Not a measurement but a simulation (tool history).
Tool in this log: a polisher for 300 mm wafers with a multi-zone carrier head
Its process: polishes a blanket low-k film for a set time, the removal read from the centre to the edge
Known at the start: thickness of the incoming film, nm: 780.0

run,day,flow of slurry (ml/min),pressure of the head's centre zone,pressure of the head's middle zone,pressure of the head's edge zone,abrasive content of the slurry,polishing time (s),film removed at the wafer's centre (Å),film removed at mid-radius (Å),film removed at the wafer's edge (Å)
1,0,245,1,1,1,1,55,257.13,251.51,255.65
2,0.088,245,1,1,1.04,1,55,258.67,250.77,254.22
3,0.292,245,1,1,1.04,1.1,55,272.14,262.22,267.92
4,0.396,235,0.96,0.97,1.04,0.95,51,224.5,225.6,230.93
5,0.567,225,0.93,0.93,1.08,0.85,48,192.48,192.45,210.02
6,0.912,225,0.87,0.93,1.08,0.85,48,180.84,191.95,208.2
# day 1.054: worn pad replaced by a new one
7,1.054,225,0.87,0.93,1.08,0.85,48,198.76,213.29,236.58
8,1.088,210,0.87,0.92,1.08,0.75,46,177.54,186.95,205.06
9,1.158,210,0.87,0.91,1.09,0.7,43,158.63,169.43,189.62

Expected results for the next run?
10,1.404,210,0.88,0.9,1.09,0.65,42,?,?,?

Run 10 gave film removed at the wafer's centre (Å) 151.82, film removed at mid-radius (Å) 156.29, film removed at the wafer's edge (Å) 177.63.

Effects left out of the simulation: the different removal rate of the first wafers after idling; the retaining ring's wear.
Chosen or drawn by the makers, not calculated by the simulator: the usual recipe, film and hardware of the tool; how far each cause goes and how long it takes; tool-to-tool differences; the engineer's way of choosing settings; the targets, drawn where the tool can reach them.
